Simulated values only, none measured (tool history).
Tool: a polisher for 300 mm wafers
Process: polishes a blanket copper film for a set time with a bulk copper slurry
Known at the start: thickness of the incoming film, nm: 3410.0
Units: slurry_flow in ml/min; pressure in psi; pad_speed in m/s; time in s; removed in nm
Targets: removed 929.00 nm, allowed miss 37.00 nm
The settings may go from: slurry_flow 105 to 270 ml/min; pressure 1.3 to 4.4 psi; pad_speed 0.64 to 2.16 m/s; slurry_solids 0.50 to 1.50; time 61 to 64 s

| run | hour | slurry_flow | pressure | pad_speed | slurry_solids | time | removed |
|---|---|---|---|---|---|---|---|
| 1 | 0.0 | 175 | 2.8 | 1.40 | 1.00 | 61 | 770.44 |
| 2 | 8.2 | 175 | 2.8 | 1.18 | 1.00 | 61 | 668.49 |
| 3 | 12.2 | 175 | 3.1 | 1.18 | 1.00 | 61 | 713.51 |
| 4 | 15.1 | 175 | 3.1 | 1.18 | 1.00 | 64 | 771.75 |
| 5 | 16.4 | 180 | 3.3 | 1.18 | 1.00 | 64 | 810.32 |
| 6 | 21.7 | 180 | 3.5 | 1.18 | 1.00 | 64 | 864.04 |
| 7 | 26.4 | 180 | 3.6 | 1.18 | 1.00 | 64 | 887.63 |
| 8 | 35.0 | 180 | 3.6 | 1.18 | 1.00 | 64 | 884.02 |

5 next moves are on the table. One of them brings every result within its allowed miss. Which?
| A | 43.6 | 220 | 4.1 | 1.04 | 1.00 | 61 | ? |
| B | 43.6 | 235 | 3.7 | 1.10 | 1.20 | 61 | ? |
| C | 43.6 | 180 | 3.5 | 1.12 | 1.05 | 64 | ? |
| D | 43.6 | 190 | 3.3 | 1.24 | 0.75 | 64 | ? |
| E | 43.6 | 185 | 3.1 | 1.52 | 1.05 | 61 | ? |

| move | removed |
|---|---|
| A | 859.27 |
| B | 860.31 |
| C | 823.96 |
| D | 798.73 |
| E | 939.99 |
A: further off than the last run
B: further off than the last run
C: further off than the last run
D: further off than the last run
E: meets every target
The right move is E.

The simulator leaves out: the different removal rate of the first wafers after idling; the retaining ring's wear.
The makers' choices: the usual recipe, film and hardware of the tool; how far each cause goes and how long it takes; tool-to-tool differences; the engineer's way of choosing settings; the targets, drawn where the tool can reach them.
